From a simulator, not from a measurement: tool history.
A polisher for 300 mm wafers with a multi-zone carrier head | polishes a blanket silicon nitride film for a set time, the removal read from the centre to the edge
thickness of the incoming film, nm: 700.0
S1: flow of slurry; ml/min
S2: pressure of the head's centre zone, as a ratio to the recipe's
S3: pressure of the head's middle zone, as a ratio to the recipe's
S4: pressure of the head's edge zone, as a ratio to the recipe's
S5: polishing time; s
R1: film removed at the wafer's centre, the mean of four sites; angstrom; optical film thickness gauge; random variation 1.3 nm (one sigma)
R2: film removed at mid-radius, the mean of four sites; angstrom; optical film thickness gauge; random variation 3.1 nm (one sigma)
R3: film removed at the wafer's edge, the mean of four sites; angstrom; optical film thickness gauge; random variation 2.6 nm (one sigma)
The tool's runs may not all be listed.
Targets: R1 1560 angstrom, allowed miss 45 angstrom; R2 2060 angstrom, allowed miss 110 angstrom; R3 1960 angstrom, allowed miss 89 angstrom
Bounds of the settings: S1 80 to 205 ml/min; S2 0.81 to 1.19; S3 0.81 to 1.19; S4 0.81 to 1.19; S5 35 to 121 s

run	hour	S1	S2	S3	S4	S5	R1	R2	R3
1	0	135	1	1	1	78	1573.5	1572.7	1547.2
2	3.7	155	1	1	1	78	1569.8	1626.4	1582
3	11.3	165	0.97	1.02	1.04	80	1609.7	1678.8	1727.6
4	15.4	175	0.97	1.02	1.04	80	1636.7	1728.2	1685.2
5	22.3	175	0.92	1.07	1.06	82	1594.4	1856.8	1794.2
6	31	175	0.92	1.07	1.09	82	1574.5	1797.7	1789.6
7	31.9	180	0.9	1.09	1.1	83	1575	1889.5	1826.2
8	38.7	180	0.88	1.1	1.11	84	1550.5	1904.8	1841.3

5 next moves are on the table. One of them brings every result within its allowed miss. Which?
A	45.5	175	0.83	1.14	1.13	90	?	?	?
B	45.5	190	0.95	1.08	1.04	79	?	?	?
C	45.5	165	0.83	1.02	1.19	89	?	?	?
D	45.5	175	0.92	1.16	0.95	81	?	?	?
E	45.5	170	0.95	1	1.19	77	?	?	?

move	R1	R2	R3
A	1580.3	2078.7	1960.9
B	1612.4	1764.2	1672.7
C	1543.8	1850.4	1977.2
D	1578.1	1898.7	1629
E	1539.3	1581.5	1717.6
A: meets every target
B: further off than the last run
C: further off than the last run
D: further off than the last run
E: further off than the last run
The right move is A.
